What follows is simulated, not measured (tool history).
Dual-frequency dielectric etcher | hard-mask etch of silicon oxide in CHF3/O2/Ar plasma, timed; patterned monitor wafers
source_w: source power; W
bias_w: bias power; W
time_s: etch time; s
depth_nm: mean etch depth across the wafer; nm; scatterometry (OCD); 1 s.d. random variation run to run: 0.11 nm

run	day	source_w	bias_w	time_s	depth_nm
1	0	620	163	12.5	22.121
2	0.133	620	163	12.5	22.144
3	0.346	720	163	12.5	23.992
4	0.604	620	163	12.5	22.411
5	0.912	550	153	12.5	20.339
6	1.017	620	153	12.5	21.921
7	1.133	550	148	12.5	20.207
8	1.267	510	146	12.5	19.204

Run 9, settings as shown, results not yet in. Your forecast:
9	1.492	490	145	12.5	?

depth_nm: 18.893 nm
